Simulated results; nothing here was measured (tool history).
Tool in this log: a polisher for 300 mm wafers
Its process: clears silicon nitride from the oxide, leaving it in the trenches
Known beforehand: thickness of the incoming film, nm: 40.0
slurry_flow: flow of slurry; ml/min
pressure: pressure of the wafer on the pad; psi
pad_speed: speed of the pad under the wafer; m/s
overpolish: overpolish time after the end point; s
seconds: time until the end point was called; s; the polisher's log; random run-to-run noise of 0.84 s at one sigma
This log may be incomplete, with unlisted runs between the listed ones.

run,hour,slurry_flow,pressure,pad_speed,overpolish,seconds
1,0,165,1.7,1.02,28,71.3
2,7.6,160,1.6,1.02,28,76.2
3,16.2,155,1.5,1.02,28,81.755
4,19.1,155,1.5,0.88,28,93.316
5,24.3,150,1.5,0.88,28,95.418
6,31.1,150,1.5,0.88,28,95.016
7,38.6,145,1.5,0.88,28,95.397

Predict the results of run 8:
8,42.9,140,1.5,0.88,28,?

seconds: 96.799 s
